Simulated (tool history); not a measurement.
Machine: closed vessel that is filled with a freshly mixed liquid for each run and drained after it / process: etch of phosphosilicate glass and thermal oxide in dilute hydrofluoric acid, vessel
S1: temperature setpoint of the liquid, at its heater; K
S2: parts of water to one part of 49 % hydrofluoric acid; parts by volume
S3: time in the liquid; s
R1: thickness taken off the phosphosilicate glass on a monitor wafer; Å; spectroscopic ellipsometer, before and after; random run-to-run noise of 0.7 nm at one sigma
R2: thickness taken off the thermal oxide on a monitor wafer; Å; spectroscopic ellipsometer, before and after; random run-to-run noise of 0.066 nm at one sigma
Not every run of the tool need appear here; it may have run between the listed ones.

run,hour,S1,S2,S3,R1,R2
1,0.0,296.15,50,60,1190.3,51.603
2,2.8,298.15,50,60,1299.5,58.221
3,6.2,298.65,50,60,1330.6,58.471
4,10.1,299.65,50,60,1379.6,60.604
5,16.2,299.65,60,60,1138.4,50.149
6,24.9,299.65,50,60,1375.4,60.643
7,27.4,300.65,50,60,1435.1,63.411

Predict the results of run 8:
8,33.3,301.15,50,60,?,?

{"run 8": {"R1": 1470.8, "R2": 65.008}}
